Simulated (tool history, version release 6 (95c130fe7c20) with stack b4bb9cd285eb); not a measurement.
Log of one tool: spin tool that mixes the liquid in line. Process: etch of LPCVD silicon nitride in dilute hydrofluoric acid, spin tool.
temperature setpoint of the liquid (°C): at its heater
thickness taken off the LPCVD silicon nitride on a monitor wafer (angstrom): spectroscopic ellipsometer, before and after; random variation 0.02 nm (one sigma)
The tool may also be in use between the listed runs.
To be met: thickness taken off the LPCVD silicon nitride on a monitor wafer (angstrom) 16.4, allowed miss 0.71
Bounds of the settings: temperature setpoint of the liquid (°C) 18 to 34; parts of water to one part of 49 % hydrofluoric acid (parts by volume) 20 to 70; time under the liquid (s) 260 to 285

run  hour  temperature setpoint of the liquid (°C)  parts of water to one part of 49 % hydrofluoric acid (parts by volume)  time under the liquid (s)  thickness taken off the LPCVD silicon nitride on a monitor wafer (angstrom)
  1     0                                       26                                                                      40                        260                                                                       36.879
  2   3.6                                     23.5                                                                      45                        260                                                                       27.129
  3   9.9                                     23.5                                                                      45                        285                                                                       30.284
  4  10.8                                       22                                                                      50                        285                                                                       24.512
  5  18.6                                       21                                                                      50                        285                                                                       23.785
  6  22.2                                       21                                                                      50                        285                                                                       23.269
  7  30.8                                       21                                                                      50                        285                                                                       23.565
  8    38                                       20                                                                      55                        285                                                                       19.753
  9  39.4                                     19.5                                                                      55                        285                                                                       19.101
 10  45.1                                       19                                                                      55                        285                                                                       18.425

5 next moves are on the table. One of them brings every result within its allowed miss. Which?
  A  50.8                                     18.5                                                                      55                        260                                                                            ?
  B  50.8                                       21                                                                      55                        265                                                                            ?
  C  50.8                                       21                                                                      55                        285                                                                            ?
  D  50.8                                       20                                                                      55                        265                                                                            ?
  E  50.8                                     18.5                                                                      45                        285                                                                            ?

move  thickness taken off the LPCVD silicon nitride on a monitor wafer (angstrom)
   A                                                                       16.312
   B                                                                       19.778
   C                                                                       21.271
   D                                                                       18.458
   E                                                                       21.723
A: meets every target
B: further off than the last run
C: further off than the last run
D: as far off as the last run
E: further off than the last run
The right move is A.
